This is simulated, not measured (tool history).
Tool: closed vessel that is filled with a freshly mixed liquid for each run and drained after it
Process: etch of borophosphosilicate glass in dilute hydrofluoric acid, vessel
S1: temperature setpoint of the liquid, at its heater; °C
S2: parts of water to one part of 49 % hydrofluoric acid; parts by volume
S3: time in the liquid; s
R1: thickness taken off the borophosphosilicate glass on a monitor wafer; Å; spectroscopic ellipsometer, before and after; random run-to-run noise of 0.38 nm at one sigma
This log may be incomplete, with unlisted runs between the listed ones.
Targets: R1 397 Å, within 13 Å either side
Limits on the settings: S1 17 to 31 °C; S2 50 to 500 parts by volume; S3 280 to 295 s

| run | hour | S1 | S2 | S3 | R1 |
|---|---|---|---|---|---|
| 1 | 0 | 23 | 275 | 280 | 501.4 |
| 2 | 9 | 24.5 | 275 | 280 | 529.93 |
| 3 | 13 | 23 | 280 | 280 | 494.39 |
| 4 | 16.3 | 23 | 280 | 280 | 486.36 |
| 5 | 23.8 | 23 | 375 | 280 | 339.35 |
| 6 | 26.3 | 24 | 375 | 280 | 344.54 |
| 7 | 32.5 | 25 | 375 | 280 | 355.02 |
| 8 | 34 | 25.5 | 375 | 280 | 364.04 |
| 9 | 42.8 | 26 | 375 | 280 | 377.32 |
| 10 | 51.6 | 26.5 | 375 | 280 | 371.32 |
| 11 | 57.5 | 27 | 375 | 280 | 386.71 |

Exactly one of the 5 candidate moves below puts every result within its allowed miss. Which one?
| A | 63.4 | 27.5 | 410 | 295 | ? |
| B | 63.4 | 24.5 | 345 | 280 | ? |
| C | 63.4 | 22.5 | 355 | 290 | ? |
| D | 63.4 | 28.5 | 400 | 280 | ? |
| E | 63.4 | 24.5 | 365 | 280 | ? |

| move | R1 |
|---|---|
| A | 363.07 |
| B | 395.23 |
| C | 368.27 |
| D | 367.86 |
| E | 366.64 |
A: lands further from the targets than the last run did
B: meets every target
C: lands further from the targets than the last run did
D: lands further from the targets than the last run did
E: lands further from the targets than the last run did
Move B is the one to make.

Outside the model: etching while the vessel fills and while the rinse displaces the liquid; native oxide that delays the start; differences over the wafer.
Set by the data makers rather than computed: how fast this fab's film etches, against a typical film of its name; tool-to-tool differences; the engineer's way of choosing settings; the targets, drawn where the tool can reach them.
